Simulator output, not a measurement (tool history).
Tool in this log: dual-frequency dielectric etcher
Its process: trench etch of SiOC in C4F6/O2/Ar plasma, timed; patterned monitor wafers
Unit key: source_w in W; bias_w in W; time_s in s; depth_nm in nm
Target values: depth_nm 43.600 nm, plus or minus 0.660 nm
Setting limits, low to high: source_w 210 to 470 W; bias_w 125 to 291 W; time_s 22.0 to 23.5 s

run  hour  source_w  bias_w  time_s  depth_nm
  1   0.0       340     208    22.0    50.392
  2   9.0       340     179    22.0    47.621
  3  14.1       320     178    22.0    46.591
  4  22.4       310     177    22.0    45.956
  5  31.1       310     177    22.0    46.182
  6  37.5       300     176    22.0    45.563
  7  43.2       300     176    22.0    45.420
  8  51.2       290     175    22.0    44.885
  9  51.8       260     172    22.0    42.879
 10  53.3       260     172    22.0    42.937

Which one of the following 5 next-run settings gets every result inside its allowed miss? There is exactly one.
  A  54.8       220     203    23.5         ?
  B  54.8       270     188    22.0         ?
  C  54.8       270     156    23.0         ?
  D  54.8       230     198    23.0         ?
  E  54.8       280     172    23.0         ?

move  depth_nm
   A    45.845
   B    44.762
   C    43.864
   D    45.136
   E    45.941
A: takes the result that was furthest off past its target
B: takes the result that was furthest off past its target
C: every result lands within tolerance
D: takes the result that was furthest off past its target
E: takes the result that was furthest off past its target
Go with C: it meets all targets.
